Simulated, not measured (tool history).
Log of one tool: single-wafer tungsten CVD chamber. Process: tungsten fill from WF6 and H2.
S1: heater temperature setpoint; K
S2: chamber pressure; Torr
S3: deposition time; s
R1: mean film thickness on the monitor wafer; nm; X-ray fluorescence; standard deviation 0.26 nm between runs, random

run  hour      S1    S2    S3      R1
  1     0  663.15  31.2  24.1  55.311
  2   5.4  674.15  31.2  24.1  66.468
  3   8.1  674.15  25.9  24.1  59.072
  4  15.3  674.15  31.3  24.1  66.195
  5  21.4  671.15  31.2  24.1  62.461
  6  25.9  669.15  31.1  24.1  60.979
  7  28.9  667.15    31  24.1  58.638
  8  31.9  665.15    31  24.1  56.098
  9  40.1  664.15    31  24.1  55.457
 10  46.1  663.15    31  24.1  54.679
 11  52.7  662.15    31  24.1  53.995
 12  54.1  661.15    31  24.1  52.604
 13  58.2  660.15    31  24.1  51.476
 14    62  660.15    31  24.1  52.507
 15  66.3  659.15    31  24.1  50.438
 16  74.8  658.15    31  24.1  50.215
 17  82.1  657.15    31  24.1  48.949
 18  84.1  656.15    31  24.1  48.379

Run 19 comes next. What will it give?
 19  92.5  655.15  31  24.1   ?

Run 19 came out at R1 47.627 nm.
